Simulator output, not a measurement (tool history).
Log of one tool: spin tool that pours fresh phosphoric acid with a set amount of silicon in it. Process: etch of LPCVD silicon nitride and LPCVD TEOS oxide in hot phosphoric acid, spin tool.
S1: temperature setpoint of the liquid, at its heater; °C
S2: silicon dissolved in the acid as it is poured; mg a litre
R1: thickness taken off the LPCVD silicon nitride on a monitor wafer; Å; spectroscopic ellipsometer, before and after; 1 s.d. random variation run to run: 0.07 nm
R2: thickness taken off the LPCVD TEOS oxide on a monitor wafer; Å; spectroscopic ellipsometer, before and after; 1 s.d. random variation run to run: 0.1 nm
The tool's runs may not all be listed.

run 1 hour=0.0 | S1=163.0 S2=9.5 time_under_the_liquid_(s)=70 | R1=84.389 R2=4.3719
run 2 hour=4.7 | S1=164.0 S2=9.0 time_under_the_liquid_(s)=75 | R1=93.793 R2=5.6859
run 3 hour=10.5 | S1=164.0 S2=13.0 time_under_the_liquid_(s)=75 | R1=93.736 R2=5.1102
run 4 hour=12.7 | S1=164.0 S2=18.5 time_under_the_liquid_(s)=75 | R1=92.659 R2=4.7434
run 5 hour=20.4 | S1=164.5 S2=18.0 time_under_the_liquid_(s)=80 | R1=101.120 R2=4.6525
run 6 hour=27.0 | S1=165.0 S2=14.5 time_under_the_liquid_(s)=85 | R1=108.760 R2=5.0527
-- hour=32.6 thermometer replaced
run 7 hour=32.6 | S1=167.5 S2=8.5 time_under_the_liquid_(s)=110 | R1=147.090 R2=8.8335

Forecast run 8:
run 8 hour=39.6 | S1=167.5 S2=8.0 time_under_the_liquid_(s)=110 | R1=? R2=?

R1: 145.560 Å
R2: 8.1370 Å

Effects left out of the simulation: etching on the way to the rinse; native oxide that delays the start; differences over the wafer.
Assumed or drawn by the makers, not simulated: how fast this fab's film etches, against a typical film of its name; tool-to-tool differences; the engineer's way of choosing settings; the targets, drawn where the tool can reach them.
